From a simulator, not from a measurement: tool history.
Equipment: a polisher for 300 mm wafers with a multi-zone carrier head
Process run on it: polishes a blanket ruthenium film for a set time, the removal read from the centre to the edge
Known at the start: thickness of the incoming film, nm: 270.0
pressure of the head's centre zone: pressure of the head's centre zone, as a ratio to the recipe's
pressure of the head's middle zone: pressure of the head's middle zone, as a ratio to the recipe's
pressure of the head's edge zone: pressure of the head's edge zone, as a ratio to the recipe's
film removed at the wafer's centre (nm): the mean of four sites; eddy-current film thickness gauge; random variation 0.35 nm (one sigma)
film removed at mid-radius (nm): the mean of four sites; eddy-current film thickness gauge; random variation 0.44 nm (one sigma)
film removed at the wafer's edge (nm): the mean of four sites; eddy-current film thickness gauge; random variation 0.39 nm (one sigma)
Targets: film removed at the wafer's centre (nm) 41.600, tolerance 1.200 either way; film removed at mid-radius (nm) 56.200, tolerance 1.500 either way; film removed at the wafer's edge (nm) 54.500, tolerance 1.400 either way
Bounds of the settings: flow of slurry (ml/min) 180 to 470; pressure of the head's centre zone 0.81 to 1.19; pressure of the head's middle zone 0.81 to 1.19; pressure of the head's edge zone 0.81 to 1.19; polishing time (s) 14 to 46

run  hour  flow of slurry (ml/min)  pressure of the head's centre zone  pressure of the head's middle zone  pressure of the head's edge zone  polishing time (s)  film removed at the wafer's centre (nm)  film removed at mid-radius (nm)  film removed at the wafer's edge (nm)
  1   0.0                      300                                1.00                                1.00                              1.00                  30                                   46.605                           47.193                                 47.547
  2   3.3                      300                                1.00                                1.04                              1.00                  30                                   46.097                           49.160                                 48.342
  3   4.2                      315                                0.97                                1.07                              1.04                  30                                   44.938                           50.934                                 49.413
  4  11.6                      350                                0.97                                1.07                              1.04                  30                                   45.773                           50.270                                 49.933
  5  13.2                      350                                0.97                                1.07                              0.97                  30                                   46.779                           51.162                                 48.669
  6  20.0                      395                                0.97                                1.07                              0.97                  30                                   46.136                           51.774                                 48.952
  7  21.3                      405                                0.93                                1.09                              1.01                  30                                   44.113                           52.078                                 49.974
  8  22.5                      410                                0.91                                1.11                              1.05                  30                                   44.066                           52.567                                 50.670
  9  23.6                      410                                0.88                                1.13                              1.08                  30                                   42.418                           54.117                                 51.311
 10  28.2                      415                                0.87                                1.14                              1.11                  30                                   41.994                           55.212                                 51.799

Next run, 4 choices. One meets every target within its allowed miss, the rest don't. Which?
  A  32.8                      465                                0.81                                1.10                              1.19                  32                                        ?                                ?                                      ?
  B  32.8                      380                                0.88                                1.14                              1.11                  30                                        ?                                ?                                      ?
  C  32.8                      375                                0.88                                1.19                              1.10                  30                                        ?                                ?                                      ?
  D  32.8                      355                                0.83                                1.12                              1.12                  32                                        ?                                ?                                      ?

move  film removed at the wafer's centre (nm)  film removed at mid-radius (nm)  film removed at the wafer's edge (nm)
   A                                   41.779                           56.638                                 57.980
   B                                   41.861                           53.939                                 51.930
   C                                   41.825                           55.916                                 51.629
   D                                   41.856                           56.355                                 55.396
A: carries the result that was furthest off beyond its target, to the other side
B: no better and no worse than the last run
C: its largest miss is bigger than the last run's
D: all results in spec
D is the move that brings every result within its allowed miss.
